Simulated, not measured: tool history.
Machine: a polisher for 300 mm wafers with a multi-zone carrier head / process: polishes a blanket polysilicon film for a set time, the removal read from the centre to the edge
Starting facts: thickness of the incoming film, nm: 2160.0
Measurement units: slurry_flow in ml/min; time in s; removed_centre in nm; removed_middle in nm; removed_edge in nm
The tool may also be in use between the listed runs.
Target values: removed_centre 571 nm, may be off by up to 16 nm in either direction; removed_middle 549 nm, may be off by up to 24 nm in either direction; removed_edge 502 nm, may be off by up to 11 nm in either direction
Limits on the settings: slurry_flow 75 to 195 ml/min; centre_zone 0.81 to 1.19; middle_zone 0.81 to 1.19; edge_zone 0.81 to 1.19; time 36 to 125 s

run,hour,slurry_flow,centre_zone,middle_zone,edge_zone,time,removed_centre,removed_middle,removed_edge
1,0,125,1,1,1,80,716.31,693.46,688.43
2,2.2,125,1,1,1,98,888.14,846.71,843.53
3,3.5,125,1,1,0.98,94,840.69,810.5,799.31
4,10.7,125,1.01,1,0.96,90,813.37,779.29,752.93
5,16.5,125,1.01,1,0.95,87,798.72,744.29,731.87
6,23,125,1.01,1,1.01,87,789.62,732.79,746.34
7,27.6,125,1.01,1,0.99,84,752.55,709.79,716.73
8,31.8,125,1.01,1,0.97,81,726.01,699.23,687.83

Exercise: of the 5 proposed moves below, exactly one satisfies all targets within the stated allowed misses. Which move is it?
A,36,115,1.03,1.06,0.89,109,?,?,?
B,36,80,1.09,0.98,0.83,73,?,?,?
C,36,95,1.1,1.01,0.97,104,?,?,?
D,36,85,0.91,1,1.12,118,?,?,?
E,36,145,1.04,1.06,0.94,59,?,?,?

move,removed_centre,removed_middle,removed_edge
A,982.49,963.88,878.38
B,608.08,537.2,527.96
C,939.09,834.4,840.5
D,841.86,904.24,998.36
E,570.89,550.58,506.44
A: further off than the last run
B: moves toward the targets from the last run without getting all of them in spec
C: further off than the last run
D: further off than the last run
E: meets every target
Move E is the one to make.
